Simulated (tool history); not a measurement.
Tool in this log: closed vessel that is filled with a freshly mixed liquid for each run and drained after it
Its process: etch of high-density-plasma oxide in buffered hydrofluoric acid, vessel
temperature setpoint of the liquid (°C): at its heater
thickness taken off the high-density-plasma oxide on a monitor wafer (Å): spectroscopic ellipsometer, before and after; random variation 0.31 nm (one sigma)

| run | hour | temperature setpoint of the liquid (°C) | parts of 40 % ammonium fluoride to one part of 49 % hydrofluoric acid (parts by volume) | time in the liquid (s) | thickness taken off the high-density-plasma oxide on a monitor wafer (Å) |
|---|---|---|---|---|---|
| 1 | 0.0 | 23.0 | 18.5 | 95 | 619.98 |
| 2 | 5.8 | 25.0 | 18.5 | 95 | 684.95 |
| 3 | 9.5 | 24.0 | 18.5 | 95 | 647.67 |
| 4 | 13.0 | 24.0 | 16.0 | 95 | 753.61 |
| 5 | 16.0 | 23.0 | 16.5 | 95 | 674.34 |
| 6 | 18.6 | 22.0 | 16.5 | 95 | 647.94 |
| 7 | 26.6 | 21.5 | 16.5 | 95 | 631.27 |
| 8 | 31.1 | 21.0 | 16.5 | 95 | 611.11 |
| 9 | 33.6 | 20.5 | 16.5 | 95 | 603.49 |
| 10 | 40.3 | 20.0 | 17.0 | 95 | 562.33 |
| 11 | 44.4 | 19.5 | 17.0 | 95 | 545.48 |
| 12 | 53.3 | 19.0 | 17.0 | 95 | 537.64 |

Run 13 is up next; what results do you expect?
| 13 | 61.8 | 18.5 | 17.0 | 95 | ? |

Run 13 measured thickness taken off the high-density-plasma oxide on a monitor wafer (Å) 516.30.
